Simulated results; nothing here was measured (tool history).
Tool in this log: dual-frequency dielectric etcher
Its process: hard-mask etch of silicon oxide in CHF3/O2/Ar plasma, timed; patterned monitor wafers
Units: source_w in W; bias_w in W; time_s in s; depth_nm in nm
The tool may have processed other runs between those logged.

| run | hour | source_w | bias_w | time_s | depth_nm |
|---|---|---|---|---|---|
| 1 | 0.0 | 650 | 230 | 15.5 | 31.210 |
| 2 | 8.6 | 710 | 230 | 15.5 | 32.547 |
| 3 | 16.0 | 720 | 231 | 15.5 | 32.778 |
| 4 | 23.4 | 730 | 232 | 15.5 | 32.665 |
| 5 | 26.8 | 780 | 232 | 15.5 | 33.616 |
| 6 | 30.8 | 780 | 232 | 14.5 | 31.385 |

Expected results for the next run?
| 7 | 33.2 | 790 | 237 | 14.5 | ? |

depth_nm: 31.636 nm
